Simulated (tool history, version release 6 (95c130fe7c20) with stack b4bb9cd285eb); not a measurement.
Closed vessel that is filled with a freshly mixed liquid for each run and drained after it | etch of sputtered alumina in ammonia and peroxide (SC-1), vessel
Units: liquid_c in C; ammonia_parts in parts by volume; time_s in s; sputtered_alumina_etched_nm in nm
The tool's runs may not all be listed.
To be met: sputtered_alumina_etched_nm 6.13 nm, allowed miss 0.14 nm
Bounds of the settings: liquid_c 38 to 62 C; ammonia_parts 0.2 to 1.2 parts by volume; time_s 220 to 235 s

| run | hour | liquid_c | ammonia_parts | time_s | sputtered_alumina_etched_nm |
|---|---|---|---|---|---|
| 1 | 0 | 46 | 0.75 | 220 | 8.7829 |
| 2 | 4.2 | 44.5 | 0.75 | 220 | 8.069 |
| 3 | 8.4 | 49 | 0.75 | 220 | 10.334 |
| 4 | 12.4 | 46.5 | 0.75 | 220 | 9.0396 |
| 5 | 17.3 | 46.5 | 0.75 | 220 | 8.8759 |
| 6 | 18.9 | 46.5 | 0.75 | 220 | 9.0199 |
| 7 | 25 | 46.5 | 0.75 | 220 | 9.0014 |
| 8 | 32.7 | 44.5 | 0.75 | 220 | 8.03 |
| 9 | 37.4 | 39 | 0.75 | 220 | 5.7659 |
| 10 | 45.1 | 39 | 0.75 | 220 | 5.794 |
| 11 | 53 | 39.5 | 0.75 | 220 | 5.9542 |

Which of these 5 next moves meets every target?
| A | 60.9 | 40.5 | 1 | 220 | ? |
| B | 60.9 | 40 | 0.65 | 235 | ? |
| C | 60.9 | 40 | 0.85 | 230 | ? |
| D | 60.9 | 39.5 | 0.65 | 230 | ? |
| E | 60.9 | 40 | 0.6 | 235 | ? |

| move | sputtered_alumina_etched_nm |
|---|---|
| A | 6.5842 |
| B | 6.553 |
| C | 6.5804 |
| D | 6.2268 |
| E | 6.503 |
A: takes the result that was furthest off past its target
B: takes the result that was furthest off past its target
C: takes the result that was furthest off past its target
D: meets every target
E: takes the result that was furthest off past its target
The right move is D.
